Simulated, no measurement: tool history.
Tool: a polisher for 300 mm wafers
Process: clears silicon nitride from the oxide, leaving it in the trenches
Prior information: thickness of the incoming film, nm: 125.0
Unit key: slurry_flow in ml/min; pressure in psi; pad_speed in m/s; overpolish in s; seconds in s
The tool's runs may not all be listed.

run  hour  slurry_flow  pressure  pad_speed  overpolish  seconds
  1   0.0          145       2.1       1.12          20   176.30
  2   8.9          145       2.1       1.36          20   145.45
  3  13.7          170       2.1       1.36          20   142.23
  4  19.1          170       1.9       1.36          20   156.36
  5  20.1          170       1.9       1.36          21   155.67
  6  25.1          170       1.9       1.36          20   154.71
  7  29.9          170       1.7       1.36          20   172.15

Run 8 is up next; what results do you expect?
  8  34.7          170       1.6       1.36          20        ?

{"run 8": {"seconds": 177.93}}
